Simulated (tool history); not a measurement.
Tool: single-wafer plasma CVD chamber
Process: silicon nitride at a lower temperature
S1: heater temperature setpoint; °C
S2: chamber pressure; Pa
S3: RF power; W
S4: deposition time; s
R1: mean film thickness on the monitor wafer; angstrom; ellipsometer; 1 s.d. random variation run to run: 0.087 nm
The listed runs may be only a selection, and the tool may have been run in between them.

run	hour	S1	S2	S3	S4	R1
1	0	330	245	275	22.6	270.74
2	5.8	330	245	235	22.6	230.62
3	14.5	330	216	235	22.6	220.45
4	15.5	330	245	255	22.7	252.06
5	21.3	330	268	265	22.8	270.87
6	23.2	330	237	265	22.8	260.77
7	27.4	330	259	275	22.8	278.05

Run 8 is up next; what results do you expect?
# hour 31.2: thermocouple changed; heater temperature recalibrated
8	31.2	330	276	280	22.8	?

{"run 8": {"R1": 287.04}}
